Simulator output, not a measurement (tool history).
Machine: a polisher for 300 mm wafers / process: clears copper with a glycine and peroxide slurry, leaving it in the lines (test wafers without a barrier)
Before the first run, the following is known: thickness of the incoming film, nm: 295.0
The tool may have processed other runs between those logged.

run	hour	flow of slurry (ml/min)	pressure of the wafer on the pad (kPa)	speed of the pad under the wafer (m/s)	overpolish time after the end point (s)	time until the end point was called (s)	dishing of a wide line in a test structure (Å)
1	0.0	310	11.0	1.10	9	98.660	225.37
2	8.0	310	9.0	1.08	10	110.820	223.54
3	10.0	310	11.0	1.08	10	96.282	245.11
4	12.2	310	11.0	1.08	8	93.889	197.05
5	15.5	310	11.0	1.08	11	96.471	269.76
6	19.3	305	9.0	1.02	11	116.340	225.41
7	19.9	300	7.6	1.02	11	124.300	212.69
8	24.7	300	6.9	0.98	11	133.720	197.28

Run 9, settings as shown, results not yet in. Your forecast:
9	29.6	300	6.2	0.96	11	?	?

{"run 9": {"time until the end point was called (s)": 142.99, "dishing of a wide line in a test structure (Å)": 185.24}}
